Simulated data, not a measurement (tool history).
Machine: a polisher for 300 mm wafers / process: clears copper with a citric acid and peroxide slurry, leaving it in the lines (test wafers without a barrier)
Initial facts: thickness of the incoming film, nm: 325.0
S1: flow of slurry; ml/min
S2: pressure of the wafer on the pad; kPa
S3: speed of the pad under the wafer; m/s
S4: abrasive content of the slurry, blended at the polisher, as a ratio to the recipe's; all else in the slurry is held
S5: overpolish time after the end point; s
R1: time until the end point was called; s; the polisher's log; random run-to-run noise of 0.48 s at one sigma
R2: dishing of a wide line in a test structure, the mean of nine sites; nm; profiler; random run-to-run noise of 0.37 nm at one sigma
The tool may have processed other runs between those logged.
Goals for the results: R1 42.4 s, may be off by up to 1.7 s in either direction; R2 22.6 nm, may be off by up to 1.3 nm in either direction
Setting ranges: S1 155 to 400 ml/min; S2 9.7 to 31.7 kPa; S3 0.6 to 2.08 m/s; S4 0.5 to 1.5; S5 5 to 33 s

Run 1, day 0: S1 255 ml/min, S2 20.7 kPa, S3 1.34 m/s, S4 1, S5 17 s. Result: R1 78.275 s, R2 36.919 nm.
Run 2, day 0.1: S1 255 ml/min, S2 21.4 kPa, S3 1.46 m/s, S4 1, S5 14 s. Result: R1 70.681 s, R2 34.523 nm.
Run 3, day 0.342: S1 245 ml/min, S2 22.1 kPa, S3 1.6 m/s, S4 0.95, S5 12 s. Result: R1 62.931 s, R2 33.093 nm.
Run 4, day 0.483: S1 245 ml/min, S2 22.1 kPa, S3 1.48 m/s, S4 0.95, S5 12 s. Result: R1 68.814 s, R2 30.349 nm.
Run 5, day 0.792: S1 225 ml/min, S2 24.1 kPa, S3 1.54 m/s, S4 0.85, S5 10 s. Result: R1 62.375 s, R2 28.739 nm.
Run 6, day 1.079: S1 225 ml/min, S2 20.7 kPa, S3 1.54 m/s, S4 0.85, S5 10 s. Result: R1 73.638 s, R2 26.151 nm.
Run 7, day 1.333: S1 210 ml/min, S2 23.4 kPa, S3 1.58 m/s, S4 0.75, S5 9 s. Result: R1 66.138 s, R2 26.359 nm.
Run 8, day 1.417: S1 155 ml/min, S2 29 kPa, S3 1.78 m/s, S4 0.5, S5 5 s. Result: R1 57.396 s, R2 17.751 nm.
Run 9, day 1.783: S1 155 ml/min, S2 29 kPa, S3 1.78 m/s, S4 0.5, S5 5 s. Result: R1 56.377 s, R2 17.454 nm.
Run 10, day 2.096: S1 170 ml/min, S2 29.6 kPa, S3 1.82 m/s, S4 0.5, S5 5 s. Result: R1 52.218 s, R2 18.43 nm.
Run 11, day 2.179: S1 195 ml/min, S2 29.6 kPa, S3 1.82 m/s, S4 0.5, S5 5 s. Result: R1 53.311 s, R2 18.988 nm.
Run 12, day 2.338: S1 200 ml/min, S2 30.3 kPa, S3 1.88 m/s, S4 0.5, S5 5 s. Result: R1 48.437 s, R2 19.722 nm.
Run 13, day 2.7: S1 210 ml/min, S2 30.3 kPa, S3 1.9 m/s, S4 0.5, S5 5 s. Result: R1 48.451 s, R2 19.744 nm.
Run 14, day 2.729: S1 215 ml/min, S2 30.3 kPa, S3 1.92 m/s, S4 0.5, S5 5 s. Result: R1 48.658 s, R2 20.176 nm.

Consider the 5 candidate settings below. Which is the only one whose results all fall within their allowed miss of target?
Run A, day 2.758: S1 155 ml/min, S2 22.1 kPa, S3 2.02 m/s, S4 0.65, S5 5 s. Result: R1 ?, R2 ?.
Run B, day 2.758: S1 260 ml/min, S2 31.7 kPa, S3 1.96 m/s, S4 0.55, S5 5 s. Result: R1 ?, R2 ?.
Run C, day 2.758: S1 295 ml/min, S2 29.6 kPa, S3 1.96 m/s, S4 0.5, S5 5 s. Result: R1 ?, R2 ?.
Run D, day 2.758: S1 235 ml/min, S2 31.7 kPa, S3 1.88 m/s, S4 0.55, S5 5 s. Result: R1 ?, R2 ?.
Run E, day 2.758: S1 230 ml/min, S2 27.6 kPa, S3 1.62 m/s, S4 0.5, S5 7 s. Result: R1 ?, R2 ?.

move      R1      R2
   A  58.885  16.836
   B  42.992   22.57
   C  46.398  21.045
   D  45.248  21.561
   E  61.173  22.168
A: lands further from the targets than the last run did
B: in spec on every target
C: better than the last run, though not everything is in spec
D: better than the last run, though not everything is in spec
E: lands further from the targets than the last run did
Correct choice: B, which meets every target
